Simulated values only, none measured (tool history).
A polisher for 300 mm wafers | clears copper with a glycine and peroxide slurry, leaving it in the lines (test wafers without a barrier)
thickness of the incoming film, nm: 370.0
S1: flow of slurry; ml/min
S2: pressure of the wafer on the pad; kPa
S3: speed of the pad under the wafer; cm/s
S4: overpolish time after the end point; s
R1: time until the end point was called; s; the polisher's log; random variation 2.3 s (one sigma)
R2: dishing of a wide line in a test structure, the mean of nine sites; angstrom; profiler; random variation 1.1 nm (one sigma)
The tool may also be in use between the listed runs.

run,hour,S1,S2,S3,S4,R1,R2
1,0,230,12.4,114,18,112.58,417.09
2,1.6,230,12.4,114,13,115.11,310.25
3,10.1,230,12.4,112,17,113.93,392.51
4,15.3,230,10.3,112,17,128.12,355.7
5,19,230,10.3,112,20,130.52,414.98
6,25.5,230,11.7,112,20,118.87,429.68

Run 7 comes next. What will it give?
7,32.8,230,11.7,114,22,?,?

Run 7 gave R1 118.54 s, R2 468.75 angstrom.

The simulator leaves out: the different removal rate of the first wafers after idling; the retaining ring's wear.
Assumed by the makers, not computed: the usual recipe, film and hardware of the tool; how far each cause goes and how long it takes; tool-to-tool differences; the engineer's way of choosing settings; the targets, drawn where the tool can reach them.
